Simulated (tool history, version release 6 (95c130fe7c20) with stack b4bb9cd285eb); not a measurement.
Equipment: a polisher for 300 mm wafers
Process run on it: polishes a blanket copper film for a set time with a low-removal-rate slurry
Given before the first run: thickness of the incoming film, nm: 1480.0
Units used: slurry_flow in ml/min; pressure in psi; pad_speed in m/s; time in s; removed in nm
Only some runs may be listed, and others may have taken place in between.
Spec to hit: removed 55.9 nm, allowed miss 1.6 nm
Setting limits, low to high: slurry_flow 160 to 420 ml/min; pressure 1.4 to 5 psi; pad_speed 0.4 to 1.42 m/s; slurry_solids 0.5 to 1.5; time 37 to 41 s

{"run": 1, "hour": 0.0, "slurry_flow": 270, "pressure": 3.2, "pad_speed": 0.9, "slurry_solids": 1, "time": 41, "removed": 124.71}
{"run": 2, "hour": 6.8, "slurry_flow": 270, "pressure": 2.8, "pad_speed": 0.84, "slurry_solids": 1, "time": 41, "removed": 103.37}
{"run": 3, "hour": 12.6, "slurry_flow": 270, "pressure": 2.8, "pad_speed": 0.84, "slurry_solids": 1, "time": 41, "removed": 105.51}
{"run": 4, "hour": 21.4, "slurry_flow": 270, "pressure": 2.5, "pad_speed": 0.78, "slurry_solids": 1, "time": 41, "removed": 91.214}
{"run": 5, "hour": 22.6, "slurry_flow": 270, "pressure": 2.5, "pad_speed": 0.78, "slurry_solids": 1, "time": 41, "removed": 89.66}
{"run": 6, "hour": 30.3, "slurry_flow": 270, "pressure": 2.2, "pad_speed": 0.74, "slurry_solids": 1, "time": 41, "removed": 76.945}
{"run": 7, "hour": 34.0, "slurry_flow": 270, "pressure": 2, "pad_speed": 0.72, "slurry_solids": 1, "time": 41, "removed": 71.148}
{"run": 8, "hour": 40.8, "slurry_flow": 270, "pressure": 1.9, "pad_speed": 0.7, "slurry_solids": 1, "time": 41, "removed": 67.715}
{"run": 9, "hour": 48.6, "slurry_flow": 270, "pressure": 1.8, "pad_speed": 0.7, "slurry_solids": 1, "time": 41, "removed": 64.295}

Below are 4 possible settings for the next run. Only one of them brings all results inside the allowed miss of their targets. Which is it?
{"run": "A", "hour": 56.4, "slurry_flow": 260, "pressure": 2.2, "pad_speed": 0.62, "slurry_solids": 0.65, "time": 37, "removed": "?"}
{"run": "B", "hour": 56.4, "slurry_flow": 300, "pressure": 1.9, "pad_speed": 0.58, "slurry_solids": 1.05, "time": 37, "removed": "?"}
{"run": "C", "hour": 56.4, "slurry_flow": 215, "pressure": 1.8, "pad_speed": 0.66, "slurry_solids": 0.95, "time": 37, "removed": "?"}
{"run": "D", "hour": 56.4, "slurry_flow": 255, "pressure": 1.4, "pad_speed": 0.76, "slurry_solids": 0.9, "time": 37, "removed": "?"}

move=A removed=55.248
move=B removed=51.33
move=C removed=52.956
move=D removed=52.435
A: every result within its allowed miss
B: carries the result that was furthest off beyond its target, to the other side
C: carries the result that was furthest off beyond its target, to the other side
D: carries the result that was furthest off beyond its target, to the other side
Move A is the one to make.

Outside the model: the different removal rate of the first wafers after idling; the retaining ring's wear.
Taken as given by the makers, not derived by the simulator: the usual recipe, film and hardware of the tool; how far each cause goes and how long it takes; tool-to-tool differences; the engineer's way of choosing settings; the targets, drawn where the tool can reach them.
